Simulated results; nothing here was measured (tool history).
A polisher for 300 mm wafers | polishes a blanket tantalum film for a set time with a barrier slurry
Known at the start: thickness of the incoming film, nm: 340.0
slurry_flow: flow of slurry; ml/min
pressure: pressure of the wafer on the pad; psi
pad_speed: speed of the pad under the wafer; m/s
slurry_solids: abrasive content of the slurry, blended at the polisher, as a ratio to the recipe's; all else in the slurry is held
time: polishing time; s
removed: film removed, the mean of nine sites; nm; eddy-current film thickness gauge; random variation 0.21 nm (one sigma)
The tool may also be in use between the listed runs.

run 1 hour=0 | slurry_flow=275 pressure=2.2 pad_speed=1.22 slurry_solids=1 time=35 | removed=72.996
run 2 hour=4.9 | slurry_flow=275 pressure=2.2 pad_speed=1.22 slurry_solids=1 time=35 | removed=71.488
run 3 hour=12.3 | slurry_flow=275 pressure=1.8 pad_speed=1 slurry_solids=0.95 time=35 | removed=49.706
run 4 hour=16.3 | slurry_flow=275 pressure=1.6 pad_speed=0.86 slurry_solids=0.9 time=34 | removed=37.688
run 5 hour=21.7 | slurry_flow=275 pressure=2.1 pad_speed=0.86 slurry_solids=0.9 time=34 | removed=48.521
run 6 hour=23.6 | slurry_flow=275 pressure=2.6 pad_speed=0.86 slurry_solids=0.9 time=34 | removed=59.756
run 7 hour=27.9 | slurry_flow=275 pressure=2.1 pad_speed=0.76 slurry_solids=0.9 time=34 | removed=43.98

Run 8 comes next. What will it give?
run 8 hour=29.9 | slurry_flow=275 pressure=1.5 pad_speed=0.54 slurry_solids=0.85 time=34 | removed=?

{"run 8": {"removed": 23.66}}
